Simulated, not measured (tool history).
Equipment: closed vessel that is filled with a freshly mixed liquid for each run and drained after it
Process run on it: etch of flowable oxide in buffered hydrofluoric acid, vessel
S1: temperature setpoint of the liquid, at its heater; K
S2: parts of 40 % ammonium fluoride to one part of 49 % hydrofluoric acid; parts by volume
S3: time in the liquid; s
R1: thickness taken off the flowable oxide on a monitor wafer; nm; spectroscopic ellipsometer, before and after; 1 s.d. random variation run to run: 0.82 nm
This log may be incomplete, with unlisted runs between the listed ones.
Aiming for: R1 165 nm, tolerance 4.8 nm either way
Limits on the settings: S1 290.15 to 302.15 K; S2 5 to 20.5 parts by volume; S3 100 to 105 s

| run | hour | S1 | S2 | S3 | R1 |
|---|---|---|---|---|---|
| 1 | 0 | 294.15 | 12.5 | 100 | 125.01 |
| 2 | 1 | 295.15 | 12.5 | 100 | 130.89 |
| 3 | 10.2 | 297.15 | 12.5 | 100 | 147.77 |
| 4 | 14.3 | 297.65 | 12.5 | 100 | 151.17 |
| 5 | 20.7 | 294.65 | 12.5 | 100 | 127.83 |
| 6 | 27.9 | 297.15 | 12.5 | 100 | 148.86 |
| 7 | 30.6 | 297.65 | 12.5 | 100 | 152.56 |
| 8 | 36.6 | 298.15 | 12.5 | 100 | 155.97 |
| 9 | 41.4 | 298.15 | 12.5 | 100 | 154.79 |
| 10 | 45 | 298.65 | 12.5 | 100 | 158.42 |

Below are 4 possible settings for the next run. Only one of them brings all results inside the allowed miss of their targets. Which is it?
| A | 48.6 | 298.65 | 12 | 105 | ? |
| B | 48.6 | 299.15 | 13 | 105 | ? |
| C | 48.6 | 299.65 | 12.5 | 105 | ? |
| D | 48.6 | 297.65 | 10.5 | 100 | ? |

| move | R1 |
|---|---|
| A | 174.09 |
| B | 165.38 |
| C | 176.54 |
| D | 178.9 |
A: takes the result that was furthest off past its target
B: all results in spec
C: takes the result that was furthest off past its target
D: takes the result that was furthest off past its target
Answer: B
